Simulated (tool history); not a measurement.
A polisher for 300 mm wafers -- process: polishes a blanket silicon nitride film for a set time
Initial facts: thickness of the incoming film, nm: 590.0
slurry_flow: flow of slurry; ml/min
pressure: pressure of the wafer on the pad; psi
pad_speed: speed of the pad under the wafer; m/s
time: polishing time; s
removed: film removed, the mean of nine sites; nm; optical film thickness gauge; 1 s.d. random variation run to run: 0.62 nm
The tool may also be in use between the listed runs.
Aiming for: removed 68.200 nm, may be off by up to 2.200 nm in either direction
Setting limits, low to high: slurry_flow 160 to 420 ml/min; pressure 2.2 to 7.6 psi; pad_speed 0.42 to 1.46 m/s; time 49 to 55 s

Run 1, hour 0.0: slurry_flow 270 ml/min, pressure 4.9 psi, pad_speed 0.94 m/s, time 55 s. Result: removed 103.000 nm.
Run 2, hour 7.2: slurry_flow 270 ml/min, pressure 4.9 psi, pad_speed 1.14 m/s, time 55 s. Result: removed 118.030 nm.
Run 3, hour 15.5: slurry_flow 215 ml/min, pressure 4.9 psi, pad_speed 1.14 m/s, time 55 s. Result: removed 115.920 nm.
Run 4, hour 22.3: slurry_flow 215 ml/min, pressure 4.9 psi, pad_speed 1.24 m/s, time 55 s. Result: removed 123.680 nm.
Run 5, hour 25.2: slurry_flow 215 ml/min, pressure 4.4 psi, pad_speed 1.22 m/s, time 55 s. Result: removed 109.030 nm.
Run 6, hour 30.9: slurry_flow 215 ml/min, pressure 4.4 psi, pad_speed 1.22 m/s, time 49 s. Result: removed 96.265 nm.
Run 7, hour 34.5: slurry_flow 215 ml/min, pressure 4.2 psi, pad_speed 1.22 m/s, time 49 s. Result: removed 93.176 nm.
Run 8, hour 42.3: slurry_flow 215 ml/min, pressure 4.0 psi, pad_speed 1.22 m/s, time 49 s. Result: removed 88.145 nm.
Run 9, hour 43.1: slurry_flow 215 ml/min, pressure 3.8 psi, pad_speed 1.22 m/s, time 49 s. Result: removed 84.568 nm.
Run 10, hour 50.7: slurry_flow 215 ml/min, pressure 3.7 psi, pad_speed 1.22 m/s, time 49 s. Result: removed 83.229 nm.
Run 11, hour 57.4: slurry_flow 215 ml/min, pressure 3.6 psi, pad_speed 1.22 m/s, time 49 s. Result: removed 80.152 nm.

5 next moves are on the table. One of them brings every result within its allowed miss. Which?
Run A, hour 64.1: slurry_flow 210 ml/min, pressure 3.1 psi, pad_speed 1.20 m/s, time 49 s. Result: removed ?.
Run B, hour 64.1: slurry_flow 200 ml/min, pressure 4.1 psi, pad_speed 1.38 m/s, time 51 s. Result: removed ?.
Run C, hour 64.1: slurry_flow 260 ml/min, pressure 2.9 psi, pad_speed 1.10 m/s, time 50 s. Result: removed ?.
Run D, hour 64.1: slurry_flow 230 ml/min, pressure 3.9 psi, pad_speed 1.28 m/s, time 52 s. Result: removed ?.
Run E, hour 64.1: slurry_flow 195 ml/min, pressure 3.0 psi, pad_speed 1.10 m/s, time 50 s. Result: removed ?.

move  removed
   A   68.503
   B  102.730
   C   63.223
   D   96.248
   E   62.807
A: meets every target
B: lands further from the targets than the last run did
C: takes the result that was furthest off past its target
D: lands further from the targets than the last run did
E: takes the result that was furthest off past its target
A is the move that brings every result within its allowed miss.
